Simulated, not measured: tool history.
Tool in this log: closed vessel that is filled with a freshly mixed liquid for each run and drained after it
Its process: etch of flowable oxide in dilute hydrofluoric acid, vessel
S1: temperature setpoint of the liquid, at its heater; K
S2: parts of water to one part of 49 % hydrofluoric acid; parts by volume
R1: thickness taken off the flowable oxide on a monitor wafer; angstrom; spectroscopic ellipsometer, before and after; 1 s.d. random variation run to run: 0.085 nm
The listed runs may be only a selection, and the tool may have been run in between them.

Run 1, hour 0: S1 297.15 K, S2 130 parts by volume, time in the liquid (s) 30. Result: R1 71.878 angstrom.
Run 2, hour 6.6: S1 297.15 K, S2 130 parts by volume, time in the liquid (s) 30. Result: R1 73.734 angstrom.
Run 3, hour 10.2: S1 297.15 K, S2 130 parts by volume, time in the liquid (s) 30. Result: R1 73.376 angstrom.
Run 4, hour 13: S1 295.15 K, S2 130 parts by volume, time in the liquid (s) 30. Result: R1 67.641 angstrom.
Run 5, hour 21.8: S1 297.65 K, S2 120 parts by volume, time in the liquid (s) 30. Result: R1 81.234 angstrom.
Run 6, hour 28.2: S1 297.65 K, S2 155 parts by volume, time in the liquid (s) 30. Result: R1 60.287 angstrom.
Run 7, hour 31.9: S1 299.65 K, S2 140 parts by volume, time in the liquid (s) 30. Result: R1 73.964 angstrom.
Run 8, hour 34.9: S1 301.15 K, S2 130 parts by volume, time in the liquid (s) 30. Result: R1 84.456 angstrom.
Run 9, hour 42.7: S1 302.15 K, S2 120 parts by volume, time in the liquid (s) 30. Result: R1 96.354 angstrom.

Estimate the outcome of run 10 from the log above:
Run 10, hour 49: S1 303.15 K, S2 115 parts by volume, time in the liquid (s) 30. Result: R1 ?.

R1: 105.28 angstrom

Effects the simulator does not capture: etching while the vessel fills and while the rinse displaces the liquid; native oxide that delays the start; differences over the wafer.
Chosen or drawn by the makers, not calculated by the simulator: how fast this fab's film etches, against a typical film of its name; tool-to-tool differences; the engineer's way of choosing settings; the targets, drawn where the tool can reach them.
